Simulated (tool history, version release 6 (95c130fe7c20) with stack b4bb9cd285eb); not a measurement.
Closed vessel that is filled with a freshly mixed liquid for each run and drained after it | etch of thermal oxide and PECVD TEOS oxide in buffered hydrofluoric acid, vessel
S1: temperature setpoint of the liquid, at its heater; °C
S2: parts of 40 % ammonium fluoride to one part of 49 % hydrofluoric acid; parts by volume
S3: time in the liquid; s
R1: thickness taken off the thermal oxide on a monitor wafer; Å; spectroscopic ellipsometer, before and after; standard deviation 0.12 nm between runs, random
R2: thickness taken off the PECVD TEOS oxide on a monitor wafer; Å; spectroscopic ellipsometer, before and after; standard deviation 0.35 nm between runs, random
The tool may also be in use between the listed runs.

run,day,S1,S2,S3,R1,R2
1,0.000,25.0,19.5,60,347.55,901.64
2,0.150,25.0,16.5,60,413.68,1068.80
3,0.292,25.0,14.5,60,469.24,1206.30
4,0.446,27.5,14.5,60,539.04,1382.00
5,0.821,27.5,11.0,60,701.61,1812.80
6,1.179,27.5,11.0,80,931.59,2442.20
7,1.488,26.5,12.5,80,786.64,2036.60
8,1.650,22.5,19.0,80,418.81,1080.40
9,1.917,22.0,20.0,80,386.71,1001.70
10,2.196,21.5,21.0,80,362.95,944.35
11,2.567,21.0,22.0,80,345.33,883.27
12,2.729,20.5,23.0,80,319.84,831.46
13,2.858,20.0,24.0,80,304.50,789.96
14,2.900,19.5,24.5,80,294.21,753.76
15,3.088,19.0,25.0,80,278.72,728.92

Run 16 comes next. What will it give?
16,3.292,19.0,25.5,80,?,?

Run 16 produced R1 277.37 Å, R2 722.37 Å.
